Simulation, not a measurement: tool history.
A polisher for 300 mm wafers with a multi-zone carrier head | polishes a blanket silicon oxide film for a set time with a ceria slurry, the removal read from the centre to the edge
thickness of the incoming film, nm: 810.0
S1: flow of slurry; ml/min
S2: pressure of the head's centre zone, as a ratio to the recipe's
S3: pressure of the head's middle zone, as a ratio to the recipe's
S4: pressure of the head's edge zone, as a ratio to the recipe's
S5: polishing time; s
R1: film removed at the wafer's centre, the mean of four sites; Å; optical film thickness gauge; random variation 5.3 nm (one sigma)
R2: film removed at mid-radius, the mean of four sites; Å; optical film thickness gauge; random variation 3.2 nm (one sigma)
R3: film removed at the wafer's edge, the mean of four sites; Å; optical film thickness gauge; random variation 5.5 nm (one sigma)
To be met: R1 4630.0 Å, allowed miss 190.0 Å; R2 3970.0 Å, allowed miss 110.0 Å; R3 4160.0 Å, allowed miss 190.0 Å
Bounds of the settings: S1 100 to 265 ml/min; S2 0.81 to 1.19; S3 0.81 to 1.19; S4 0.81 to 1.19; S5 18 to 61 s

{"run": 1, "hour": 0.0, "S1": 170, "S2": 1.0, "S3": 1.0, "S4": 1.0, "S5": 39, "R1": 2926.2, "R2": 2983.3, "R3": 3023.3}
{"run": 2, "hour": 7.7, "S1": 170, "S2": 1.0, "S3": 1.06, "S4": 1.0, "S5": 39, "R1": 2931.3, "R2": 3097.3, "R3": 2991.0}
{"run": 3, "hour": 13.6, "S1": 175, "S2": 1.02, "S3": 1.06, "S4": 1.02, "S5": 40, "R1": 3082.5, "R2": 3171.3, "R3": 3058.4}
{"run": 4, "hour": 14.4, "S1": 175, "S2": 1.02, "S3": 1.06, "S4": 0.94, "S5": 40, "R1": 3156.4, "R2": 3179.6, "R3": 2878.7}
{"run": 5, "hour": 18.6, "S1": 175, "S2": 1.08, "S3": 1.06, "S4": 0.94, "S5": 40, "R1": 3318.6, "R2": 3223.9, "R3": 2995.6}
{"run": 6, "hour": 20.5, "S1": 180, "S2": 1.1, "S3": 1.05, "S4": 0.95, "S5": 41, "R1": 3435.3, "R2": 3286.8, "R3": 3013.3}
{"run": 7, "hour": 28.2, "S1": 180, "S2": 1.11, "S3": 1.03, "S4": 0.96, "S5": 42, "R1": 3578.3, "R2": 3325.0, "R3": 3089.6}
{"run": 8, "hour": 31.0, "S1": 180, "S2": 1.12, "S3": 1.02, "S4": 0.99, "S5": 43, "R1": 3608.3, "R2": 3357.3, "R3": 3223.4}
{"run": 9, "hour": 37.5, "S1": 185, "S2": 1.13, "S3": 1.01, "S4": 1.0, "S5": 44, "R1": 3783.2, "R2": 3358.3, "R3": 3426.8}
{"run": 10, "hour": 44.9, "S1": 190, "S2": 1.14, "S3": 1.02, "S4": 1.01, "S5": 45, "R1": 3941.6, "R2": 3546.0, "R3": 3521.4}
{"run": 11, "hour": 50.7, "S1": 230, "S2": 1.19, "S3": 0.98, "S4": 1.11, "S5": 49, "R1": 4685.6, "R2": 3892.6, "R3": 4006.4}

5 next moves are on the table. One of them brings every result within its allowed miss. Which?
{"run": "A", "hour": 56.5, "S1": 245, "S2": 1.19, "S3": 1.06, "S4": 0.97, "S5": 47, "R1": "?", "R2": "?", "R3": "?"}
{"run": "B", "hour": 56.5, "S1": 265, "S2": 1.17, "S3": 0.94, "S4": 1.04, "S5": 49, "R1": "?", "R2": "?", "R3": "?"}
{"run": "C", "hour": 56.5, "S1": 250, "S2": 1.13, "S3": 0.95, "S4": 1.1, "S5": 49, "R1": "?", "R2": "?", "R3": "?"}
{"run": "D", "hour": 56.5, "S1": 265, "S2": 1.16, "S3": 1.0, "S4": 1.15, "S5": 49, "R1": "?", "R2": "?", "R3": "?"}
{"run": "E", "hour": 56.5, "S1": 240, "S2": 1.19, "S3": 0.94, "S4": 1.11, "S5": 53, "R1": "?", "R2": "?", "R3": "?"}

move=A R1=4449.0 R2=3969.9 R3=3618.2
move=B R1=4601.3 R2=3773.3 R3=3934.2
move=C R1=4411.1 R2=3782.4 R3=4025.5
move=D R1=4563.6 R2=3974.2 R3=4135.6
move=E R1=4999.2 R2=4034.3 R3=4358.9
A: further off than the last run
B: further off than the last run
C: brings the result that was furthest off to its target, and leaves another outside
D: meets every target
E: takes the result that was furthest off past its target
Move D is the one to make.

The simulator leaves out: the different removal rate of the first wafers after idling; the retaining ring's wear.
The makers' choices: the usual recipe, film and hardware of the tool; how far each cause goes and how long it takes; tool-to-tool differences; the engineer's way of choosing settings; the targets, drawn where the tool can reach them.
